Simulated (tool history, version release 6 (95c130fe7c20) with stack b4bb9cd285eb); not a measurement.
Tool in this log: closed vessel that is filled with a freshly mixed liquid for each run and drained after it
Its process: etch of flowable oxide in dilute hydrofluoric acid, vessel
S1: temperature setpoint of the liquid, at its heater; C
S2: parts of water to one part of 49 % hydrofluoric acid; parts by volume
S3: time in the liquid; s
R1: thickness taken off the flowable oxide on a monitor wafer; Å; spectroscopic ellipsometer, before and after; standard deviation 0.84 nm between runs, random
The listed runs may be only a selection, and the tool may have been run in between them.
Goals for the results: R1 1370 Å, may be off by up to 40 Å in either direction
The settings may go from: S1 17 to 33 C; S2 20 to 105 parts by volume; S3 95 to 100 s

run  hour    S1  S2   S3      R1
  1     0    25  55   95  1008.5
  2   2.2    25  55  100  1062.9
  3   3.4  26.5  55  100  1124.2
  4  11.1  26.5  65  100  938.19
  5  17.6  26.5  55  100  1112.5
  6  22.1    25  55  100  1065.8
  7  29.5  26.5  55  100  1131.8
  8  37.7  27.5  55  100  1173.3

Which single option among these 5 for the next run brings every result within its allowed miss of target? Just one does.
  A  45.9  22.5  55   95   ?
  B  45.9    26  45  100   ?
  C  45.9    27  60   95   ?
  D  45.9    27  50   95   ?
  E  45.9    28  45  100   ?

move      R1
   A  919.42
   B  1384.1
   C  1005.3
   D  1223.6
   E  1500.5
A: the biggest miss grows against the last run
B: hits every target within its allowed miss
C: the biggest miss grows against the last run
D: moves toward the targets from the last run without getting all of them in spec
E: takes the result that was furthest off past its target
Correct choice: B, which meets every target
